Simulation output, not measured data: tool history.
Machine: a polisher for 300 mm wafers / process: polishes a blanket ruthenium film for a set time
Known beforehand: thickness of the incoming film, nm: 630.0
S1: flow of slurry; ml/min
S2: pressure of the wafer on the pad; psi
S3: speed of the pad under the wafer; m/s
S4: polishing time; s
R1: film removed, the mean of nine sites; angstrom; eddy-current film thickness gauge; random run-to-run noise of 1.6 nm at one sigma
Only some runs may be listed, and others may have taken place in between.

run 1 hour=0 | S1=170 S2=1.6 S3=1.06 S4=97 | R1=1096.1
run 2 hour=1.3 | S1=170 S2=1.8 S3=1.06 S4=97 | R1=1230.4
run 3 hour=3.8 | S1=170 S2=1.8 S3=0.94 S4=97 | R1=1132.2
run 4 hour=7.7 | S1=145 S2=1.8 S3=0.94 S4=97 | R1=1088.8
run 5 hour=14 | S1=145 S2=1.8 S3=0.94 S4=97 | R1=1080.3
run 6 hour=17.7 | S1=145 S2=1.8 S3=0.94 S4=102 | R1=1142.5
run 7 hour=22.5 | S1=155 S2=1.8 S3=0.94 S4=102 | R1=1153.1
run 8 hour=27.3 | S1=160 S2=1.8 S3=0.94 S4=102 | R1=1140.3
run 9 hour=35.4 | S1=160 S2=2 S3=0.94 S4=102 | R1=1275.3

Run 10 is up next; what results do you expect?
run 10 hour=42.7 | S1=165 S2=2.1 S3=0.94 S4=102 | R1=?

{"run 10": {"R1": 1341.2}}

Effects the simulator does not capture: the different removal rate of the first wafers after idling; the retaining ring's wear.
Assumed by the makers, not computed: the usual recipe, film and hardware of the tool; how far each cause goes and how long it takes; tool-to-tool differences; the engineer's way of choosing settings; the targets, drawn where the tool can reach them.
